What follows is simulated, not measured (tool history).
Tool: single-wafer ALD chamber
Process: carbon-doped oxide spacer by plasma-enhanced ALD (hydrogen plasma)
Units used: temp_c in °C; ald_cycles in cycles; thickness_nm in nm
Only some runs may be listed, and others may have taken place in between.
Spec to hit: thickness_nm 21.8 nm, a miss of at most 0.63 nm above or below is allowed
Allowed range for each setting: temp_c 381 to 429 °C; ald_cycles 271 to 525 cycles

{"run": 1, "hour": 0.0, "temp_c": 405, "ald_cycles": 398, "thickness_nm": 18.154}
{"run": 2, "hour": 8.2, "temp_c": 404, "ald_cycles": 408, "thickness_nm": 18.572}
{"run": 3, "hour": 9.3, "temp_c": 403, "ald_cycles": 418, "thickness_nm": 19.02}
{"run": 4, "hour": 11.0, "temp_c": 412, "ald_cycles": 418, "thickness_nm": 18.75}
{"hour": 13.2, "done": "thermocouple changed; heater temperature recalibrated"}
{"run": 5, "hour": 13.2, "temp_c": 412, "ald_cycles": 428, "thickness_nm": 18.778}
{"run": 6, "hour": 15.7, "temp_c": 408, "ald_cycles": 428, "thickness_nm": 18.952}
{"run": 7, "hour": 22.4, "temp_c": 407, "ald_cycles": 440, "thickness_nm": 19.575}
{"run": 8, "hour": 29.1, "temp_c": 406, "ald_cycles": 448, "thickness_nm": 20.074}
{"run": 9, "hour": 30.1, "temp_c": 405, "ald_cycles": 453, "thickness_nm": 20.381}
{"run": 10, "hour": 37.2, "temp_c": 404, "ald_cycles": 457, "thickness_nm": 20.696}

Next run, 5 choices. One meets every target within its allowed miss, the rest don't. Which?
{"run": "A", "hour": 44.3, "temp_c": 396, "ald_cycles": 477, "thickness_nm": "?"}
{"run": "B", "hour": 44.3, "temp_c": 406, "ald_cycles": 452, "thickness_nm": "?"}
{"run": "C", "hour": 44.3, "temp_c": 402, "ald_cycles": 434, "thickness_nm": "?"}
{"run": "D", "hour": 44.3, "temp_c": 393, "ald_cycles": 514, "thickness_nm": "?"}
{"run": "E", "hour": 44.3, "temp_c": 403, "ald_cycles": 418, "thickness_nm": "?"}

move=A thickness_nm=21.727
move=B thickness_nm=20.209
move=C thickness_nm=19.674
move=D thickness_nm=23.412
move=E thickness_nm=18.884
A: hits every target within its allowed miss
B: misses by more than the last run did
C: misses by more than the last run did
D: takes the biggest miss from the last run beyond its target
E: misses by more than the last run did
Move A is the one to make.
